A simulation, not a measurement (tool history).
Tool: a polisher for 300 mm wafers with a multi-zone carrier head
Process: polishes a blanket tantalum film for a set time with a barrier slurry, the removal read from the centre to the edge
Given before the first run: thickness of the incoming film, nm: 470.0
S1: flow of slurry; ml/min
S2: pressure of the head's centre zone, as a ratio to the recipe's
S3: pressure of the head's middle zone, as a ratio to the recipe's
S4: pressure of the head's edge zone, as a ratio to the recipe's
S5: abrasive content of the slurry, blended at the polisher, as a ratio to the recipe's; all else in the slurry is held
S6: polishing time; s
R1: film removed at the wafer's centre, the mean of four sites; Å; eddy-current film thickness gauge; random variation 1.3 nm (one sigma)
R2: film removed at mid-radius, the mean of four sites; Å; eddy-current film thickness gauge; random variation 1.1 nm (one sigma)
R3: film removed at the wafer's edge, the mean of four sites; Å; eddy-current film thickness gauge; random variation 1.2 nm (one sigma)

{"run": 1, "hour": 0.0, "S1": 225, "S2": 1.0, "S3": 1.0, "S4": 1.0, "S5": 1.0, "S6": 62, "R1": 730.55, "R2": 759.93, "R3": 779.43}
{"run": 2, "hour": 7.6, "S1": 225, "S2": 1.0, "S3": 1.0, "S4": 0.92, "S5": 1.0, "S6": 62, "R1": 715.24, "R2": 766.58, "R3": 732.09}
{"run": 3, "hour": 14.0, "S1": 240, "S2": 1.02, "S3": 1.05, "S4": 0.96, "S5": 1.15, "S6": 65, "R1": 807.34, "R2": 861.42, "R3": 816.02}
{"run": 4, "hour": 17.2, "S1": 240, "S2": 1.02, "S3": 1.05, "S4": 0.96, "S5": 1.15, "S6": 77, "R1": 937.76, "R2": 1012.4, "R3": 972.07}
{"run": 5, "hour": 23.2, "S1": 210, "S2": 1.02, "S3": 1.05, "S4": 0.96, "S5": 1.15, "S6": 77, "R1": 910.56, "R2": 1009.3, "R3": 956.95}
{"run": 6, "hour": 28.2, "S1": 210, "S2": 1.02, "S3": 1.05, "S4": 0.99, "S5": 1.15, "S6": 77, "R1": 932.0, "R2": 1006.2, "R3": 963.02}
{"run": 7, "hour": 34.1, "S1": 220, "S2": 1.02, "S3": 1.08, "S4": 1.01, "S5": 1.25, "S6": 78, "R1": 966.84, "R2": 1058.9, "R3": 995.57}

The next listed run, before its measurement:
{"run": 8, "hour": 36.1, "S1": 230, "S2": 1.02, "S3": 1.1, "S4": 1.02, "S5": 1.3, "S6": 80, "R1": "?", "R2": "?", "R3": "?"}

{"run 8": {"R1": 993.03, "R2": 1125.3, "R3": 1039.8}}
